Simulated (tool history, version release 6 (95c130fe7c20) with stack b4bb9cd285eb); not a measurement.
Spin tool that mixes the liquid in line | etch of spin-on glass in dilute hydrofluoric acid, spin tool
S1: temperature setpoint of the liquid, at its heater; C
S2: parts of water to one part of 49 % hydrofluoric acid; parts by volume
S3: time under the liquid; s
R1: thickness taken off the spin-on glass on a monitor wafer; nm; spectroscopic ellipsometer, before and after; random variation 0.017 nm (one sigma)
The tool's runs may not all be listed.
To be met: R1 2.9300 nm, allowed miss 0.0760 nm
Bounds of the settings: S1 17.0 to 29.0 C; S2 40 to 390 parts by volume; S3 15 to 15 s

Run 1, hour 0.0: S1 21.0 C, S2 215 parts by volume, S3 15 s. Result: R1 2.0649 nm.
Run 2, hour 7.2: S1 21.0 C, S2 165 parts by volume, S3 15 s. Result: R1 2.8183 nm.
Run 3, hour 10.5: S1 21.0 C, S2 130 parts by volume, S3 15 s. Result: R1 3.7752 nm.
Run 4, hour 12.6: S1 21.0 C, S2 130 parts by volume, S3 15 s. Result: R1 3.7618 nm.
Run 5, hour 16.9: S1 20.0 C, S2 135 parts by volume, S3 15 s. Result: R1 3.4218 nm.
Run 6, hour 19.1: S1 19.0 C, S2 135 parts by volume, S3 15 s. Result: R1 3.3381 nm.
Run 7, hour 22.1: S1 19.0 C, S2 135 parts by volume, S3 15 s. Result: R1 3.3199 nm.
Run 8, hour 25.5: S1 17.0 C, S2 145 parts by volume, S3 15 s. Result: R1 2.8194 nm.

5 next moves are on the table. One of them brings every result within its allowed miss. Which?
Run A, hour 28.9: S1 17.0 C, S2 155 parts by volume, S3 15 s. Result: R1 ?.
Run B, hour 28.9: S1 17.0 C, S2 150 parts by volume, S3 15 s. Result: R1 ?.
Run C, hour 28.9: S1 17.0 C, S2 140 parts by volume, S3 15 s. Result: R1 ?.
Run D, hour 28.9: S1 18.5 C, S2 155 parts by volume, S3 15 s. Result: R1 ?.
Run E, hour 28.9: S1 17.5 C, S2 155 parts by volume, S3 15 s. Result: R1 ?.

move      R1
   A  2.6191
   B  2.7195
   C  2.9423
   D  2.7835
   E  2.6730
A: further off than the last run
B: further off than the last run
C: meets every target
D: further off than the last run
E: further off than the last run
The right move is C.

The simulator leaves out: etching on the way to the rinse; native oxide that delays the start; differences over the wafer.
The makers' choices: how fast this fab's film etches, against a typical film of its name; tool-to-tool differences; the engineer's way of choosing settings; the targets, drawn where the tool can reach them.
